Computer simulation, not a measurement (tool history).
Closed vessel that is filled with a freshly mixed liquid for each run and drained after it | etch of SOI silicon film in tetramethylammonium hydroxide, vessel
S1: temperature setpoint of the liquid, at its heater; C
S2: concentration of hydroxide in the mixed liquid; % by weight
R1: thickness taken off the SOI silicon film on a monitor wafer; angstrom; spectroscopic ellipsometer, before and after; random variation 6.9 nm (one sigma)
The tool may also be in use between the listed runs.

Run 1, day 0.000: S1 65.0 C, S2 11.5 % by weight, time in the liquid (s) 85. Result: R1 4894.1 angstrom.
Run 2, day 0.162: S1 60.5 C, S2 11.5 % by weight, time in the liquid (s) 85. Result: R1 3639.6 angstrom.
Run 3, day 0.275: S1 60.5 C, S2 9.5 % by weight, time in the liquid (s) 85. Result: R1 3886.8 angstrom.
Run 4, day 0.367: S1 62.5 C, S2 9.5 % by weight, time in the liquid (s) 85. Result: R1 4408.5 angstrom.
Run 5, day 0.533: S1 62.5 C, S2 9.5 % by weight, time in the liquid (s) 85. Result: R1 4395.3 angstrom.
Run 6, day 0.696: S1 64.0 C, S2 9.5 % by weight, time in the liquid (s) 85. Result: R1 4842.5 angstrom.
Run 7, day 0.746: S1 65.0 C, S2 9.5 % by weight, time in the liquid (s) 85. Result: R1 5202.0 angstrom.

Forecast run 8:
Run 8, day 1.079: S1 66.0 C, S2 9.5 % by weight, time in the liquid (s) 85. Result: R1 ?.

{"run 8": {"R1": 5560.5}}
